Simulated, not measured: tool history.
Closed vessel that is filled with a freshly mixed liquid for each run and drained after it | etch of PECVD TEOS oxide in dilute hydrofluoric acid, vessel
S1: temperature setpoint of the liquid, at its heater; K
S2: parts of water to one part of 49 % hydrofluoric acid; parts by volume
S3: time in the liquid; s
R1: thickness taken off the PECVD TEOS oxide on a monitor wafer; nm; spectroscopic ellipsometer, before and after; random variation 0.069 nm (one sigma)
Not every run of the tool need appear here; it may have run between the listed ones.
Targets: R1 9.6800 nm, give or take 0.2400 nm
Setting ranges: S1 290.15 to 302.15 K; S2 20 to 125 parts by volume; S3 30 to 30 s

Run 1, hour 0.0: S1 294.15 K, S2 70 parts by volume, S3 30 s. Result: R1 4.6135 nm.
Run 2, hour 1.7: S1 294.15 K, S2 90 parts by volume, S3 30 s. Result: R1 3.5090 nm.
Run 3, hour 5.7: S1 295.65 K, S2 80 parts by volume, S3 30 s. Result: R1 4.2275 nm.
Run 4, hour 9.8: S1 296.65 K, S2 70 parts by volume, S3 30 s. Result: R1 5.1035 nm.
Run 5, hour 14.6: S1 297.65 K, S2 65 parts by volume, S3 30 s. Result: R1 5.8767 nm.
Run 6, hour 15.5: S1 298.65 K, S2 60 parts by volume, S3 30 s. Result: R1 6.6077 nm.
Run 7, hour 18.5: S1 299.15 K, S2 55 parts by volume, S3 30 s. Result: R1 7.2811 nm.
Run 8, hour 27.0: S1 299.65 K, S2 55 parts by volume, S3 30 s. Result: R1 7.4932 nm.
Run 9, hour 30.8: S1 300.15 K, S2 55 parts by volume, S3 30 s. Result: R1 7.6706 nm.
Run 10, hour 31.7: S1 300.65 K, S2 55 parts by volume, S3 30 s. Result: R1 7.8578 nm.
Run 11, hour 39.5: S1 301.15 K, S2 55 parts by volume, S3 30 s. Result: R1 7.9297 nm.
Run 12, hour 40.8: S1 301.15 K, S2 55 parts by volume, S3 30 s. Result: R1 7.9656 nm.
Run 13, hour 43.9: S1 301.65 K, S2 50 parts by volume, S3 30 s. Result: R1 8.9378 nm.
Run 14, hour 52.5: S1 302.15 K, S2 50 parts by volume, S3 30 s. Result: R1 9.1684 nm.
Run 15, hour 60.6: S1 302.15 K, S2 45 parts by volume, S3 30 s. Result: R1 10.1500 nm.

Exactly one of the 4 candidate moves below puts every result within its allowed miss. Which one?
Run A, hour 68.7: S1 300.65 K, S2 45 parts by volume, S3 30 s. Result: R1 ?.
Run B, hour 68.7: S1 301.15 K, S2 40 parts by volume, S3 30 s. Result: R1 ?.
Run C, hour 68.7: S1 302.15 K, S2 50 parts by volume, S3 30 s. Result: R1 ?.
Run D, hour 68.7: S1 301.65 K, S2 50 parts by volume, S3 30 s. Result: R1 ?.

move       R1
   A   9.7205
   B  11.2400
   C   9.2193
   D   9.0385
A: every result within its allowed miss
B: lands further from the targets than the last run did
C: takes the result that was furthest off past its target
D: takes the result that was furthest off past its target
The move that meets every target is A.
